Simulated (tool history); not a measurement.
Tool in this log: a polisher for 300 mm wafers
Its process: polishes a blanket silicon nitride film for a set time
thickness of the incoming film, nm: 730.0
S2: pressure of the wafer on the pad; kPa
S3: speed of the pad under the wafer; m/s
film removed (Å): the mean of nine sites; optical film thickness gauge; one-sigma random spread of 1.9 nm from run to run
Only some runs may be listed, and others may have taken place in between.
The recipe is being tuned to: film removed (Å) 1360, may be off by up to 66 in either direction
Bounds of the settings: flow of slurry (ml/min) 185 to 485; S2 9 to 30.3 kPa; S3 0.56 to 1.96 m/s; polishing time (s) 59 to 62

Run 1, hour 0: flow of slurry (ml/min) 310, S2 19.3 kPa, S3 1.26 m/s, polishing time (s) 59. Result: film removed (Å) 1057.2.
Run 2, hour 4: flow of slurry (ml/min) 235, S2 19.3 kPa, S3 1.26 m/s, polishing time (s) 59. Result: film removed (Å) 1021.9.
Run 3, hour 10.8: flow of slurry (ml/min) 235, S2 19.3 kPa, S3 1.14 m/s, polishing time (s) 59. Result: film removed (Å) 1024.
Run 4, hour 14.4: flow of slurry (ml/min) 235, S2 20 kPa, S3 1.14 m/s, polishing time (s) 59. Result: film removed (Å) 1039.5.
Run 5, hour 20.5: flow of slurry (ml/min) 235, S2 17.9 kPa, S3 1.14 m/s, polishing time (s) 59. Result: film removed (Å) 910.48.
Run 6, hour 28.2: flow of slurry (ml/min) 235, S2 17.9 kPa, S3 1.02 m/s, polishing time (s) 59. Result: film removed (Å) 857.34.
Run 7, hour 30.2: flow of slurry (ml/min) 235, S2 23.4 kPa, S3 1.1 m/s, polishing time (s) 59. Result: film removed (Å) 1147.8.
Run 8, hour 32.9: flow of slurry (ml/min) 235, S2 24.1 kPa, S3 1.1 m/s, polishing time (s) 59. Result: film removed (Å) 1225.1.
Run 9, hour 40.7: flow of slurry (ml/min) 235, S2 25.5 kPa, S3 1.1 m/s, polishing time (s) 59. Result: film removed (Å) 1287.1.

Of the 5 settings listed for the next run, only one would bring every result within its allowed miss of target. Which one?
Run A, hour 48.5: flow of slurry (ml/min) 215, S2 25.5 kPa, S3 1.12 m/s, polishing time (s) 62. Result: film removed (Å) ?.
Run B, hour 48.5: flow of slurry (ml/min) 240, S2 22.8 kPa, S3 1.1 m/s, polishing time (s) 62. Result: film removed (Å) ?.
Run C, hour 48.5: flow of slurry (ml/min) 185, S2 28.3 kPa, S3 0.66 m/s, polishing time (s) 62. Result: film removed (Å) ?.
Run D, hour 48.5: flow of slurry (ml/min) 310, S2 25.5 kPa, S3 0.88 m/s, polishing time (s) 59. Result: film removed (Å) ?.
Run E, hour 48.5: flow of slurry (ml/min) 285, S2 24.1 kPa, S3 1.04 m/s, polishing time (s) 60. Result: film removed (Å) ?.

move  film removed (Å)
   A            1353.9
   B            1210.1
   C            1195.7
   D            1189.1
   E            1223.3
A: each result inside its tolerance
B: lands further from the targets than the last run did
C: lands further from the targets than the last run did
D: lands further from the targets than the last run did
E: lands further from the targets than the last run did
The right move is A.

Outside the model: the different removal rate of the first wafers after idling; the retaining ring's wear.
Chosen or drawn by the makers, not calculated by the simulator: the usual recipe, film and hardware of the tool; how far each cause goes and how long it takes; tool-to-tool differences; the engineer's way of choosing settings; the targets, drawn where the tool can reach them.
